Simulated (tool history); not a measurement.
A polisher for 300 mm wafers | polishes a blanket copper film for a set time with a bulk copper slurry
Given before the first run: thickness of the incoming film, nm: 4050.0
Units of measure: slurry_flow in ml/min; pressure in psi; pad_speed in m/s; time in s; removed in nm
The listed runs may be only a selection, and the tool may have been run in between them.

| run | day | slurry_flow | pressure | pad_speed | slurry_solids | time | removed |
|---|---|---|---|---|---|---|---|
| 1 | 0 | 295 | 3.4 | 1.34 | 1 | 28 | 396.92 |
| 2 | 0.321 | 290 | 3.2 | 1.34 | 1 | 28 | 378.94 |
| 3 | 0.646 | 290 | 3.2 | 1.34 | 0.9 | 28 | 371.4 |
| 4 | 0.967 | 290 | 3.2 | 1.34 | 0.75 | 28 | 358.71 |
|  | 1.121 | worn pad replaced by a new one |
| 5 | 1.121 | 290 | 3 | 1.34 | 0.75 | 28 | 371.73 |
| 6 | 1.275 | 220 | 3 | 1.34 | 0.75 | 28 | 370.35 |

Forecast run 7:
| 7 | 1.508 | 235 | 2.8 | 1.34 | 0.75 | 28 | ? |

removed: 351.09 nm

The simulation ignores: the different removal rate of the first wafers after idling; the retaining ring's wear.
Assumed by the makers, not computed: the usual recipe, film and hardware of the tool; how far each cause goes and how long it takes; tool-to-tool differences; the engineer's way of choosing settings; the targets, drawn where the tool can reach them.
